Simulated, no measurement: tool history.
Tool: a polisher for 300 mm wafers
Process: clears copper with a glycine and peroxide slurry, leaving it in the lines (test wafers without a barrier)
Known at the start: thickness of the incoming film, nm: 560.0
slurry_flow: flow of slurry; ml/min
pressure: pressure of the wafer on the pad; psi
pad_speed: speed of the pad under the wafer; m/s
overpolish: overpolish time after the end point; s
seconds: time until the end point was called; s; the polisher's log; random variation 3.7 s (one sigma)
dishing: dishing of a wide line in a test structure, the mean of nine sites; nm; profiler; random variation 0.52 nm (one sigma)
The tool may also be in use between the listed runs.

run,hour,slurry_flow,pressure,pad_speed,overpolish,seconds,dishing
1,0.0,320,1.9,1.00,24,139.29,59.930
2,2.6,320,1.8,0.96,22,150.43,51.969
3,7.1,320,1.7,0.96,21,154.30,48.940
4,15.1,320,1.6,0.94,20,165.51,45.344
5,16.8,320,1.1,0.94,20,213.60,35.850
6,19.8,320,1.1,1.06,20,195.91,37.761

Forecast run 7:
7,23.5,320,1.1,1.06,19,?,?

seconds: 195.24 s
dishing: 37.252 nm

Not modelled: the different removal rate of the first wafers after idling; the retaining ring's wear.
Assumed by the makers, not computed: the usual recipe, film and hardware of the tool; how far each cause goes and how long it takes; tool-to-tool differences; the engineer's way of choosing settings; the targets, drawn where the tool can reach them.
